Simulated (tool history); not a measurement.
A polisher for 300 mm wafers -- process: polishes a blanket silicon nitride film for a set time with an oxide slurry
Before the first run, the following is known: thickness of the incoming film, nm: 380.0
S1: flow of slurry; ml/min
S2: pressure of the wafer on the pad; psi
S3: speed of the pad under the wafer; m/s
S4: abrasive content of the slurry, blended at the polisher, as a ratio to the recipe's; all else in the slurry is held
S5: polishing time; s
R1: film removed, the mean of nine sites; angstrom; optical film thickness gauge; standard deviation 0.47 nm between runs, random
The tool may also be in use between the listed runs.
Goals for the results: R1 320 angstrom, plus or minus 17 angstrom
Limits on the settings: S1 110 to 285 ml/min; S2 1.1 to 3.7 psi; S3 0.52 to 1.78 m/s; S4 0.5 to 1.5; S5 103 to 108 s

run 1 hour=0 | S1=180 S2=2.4 S3=1.14 S4=1 S5=103 | R1=402.33
run 2 hour=7.3 | S1=180 S2=2.4 S3=1.14 S4=1 S5=103 | R1=396.53
run 3 hour=15.9 | S1=180 S2=2.4 S3=1.14 S4=1 S5=108 | R1=426.34
run 4 hour=17.8 | S1=180 S2=2.4 S3=1.14 S4=1.2 S5=108 | R1=449.85
run 5 hour=21.4 | S1=180 S2=2.7 S3=1.14 S4=1.2 S5=108 | R1=491.8
run 6 hour=22.2 | S1=180 S2=2.7 S3=1.02 S4=1.2 S5=108 | R1=446.32
run 7 hour=30.8 | S1=180 S2=2.6 S3=1.02 S4=1.2 S5=108 | R1=435.37
run 8 hour=35.5 | S1=180 S2=2 S3=0.96 S4=1.2 S5=108 | R1=346.9
run 9 hour=36.5 | S1=180 S2=1.9 S3=0.96 S4=1.2 S5=108 | R1=332.69

Which one of the following 5 next-run settings gets every result inside its allowed miss? There is exactly one.
run A hour=37.5 | S1=125 S2=1.5 S3=1.42 S4=1.25 S5=106 | R1=?
run B hour=37.5 | S1=225 S2=1.7 S3=1.14 S4=1.1 S5=108 | R1=?
run C hour=37.5 | S1=180 S2=2 S3=0.86 S4=1.4 S5=103 | R1=?
run D hour=37.5 | S1=205 S2=2 S3=0.92 S4=1.2 S5=108 | R1=?
run E hour=37.5 | S1=255 S2=2.4 S3=0.84 S4=1.05 S5=108 | R1=?

move=A R1=366.06
move=B R1=358.37
move=C R1=322.32
move=D R1=344.48
move=E R1=359.25
A: moves away from the targets compared with the last run
B: moves away from the targets compared with the last run
C: every result within its allowed miss
D: moves away from the targets compared with the last run
E: moves away from the targets compared with the last run
Correct choice: C, which meets every target
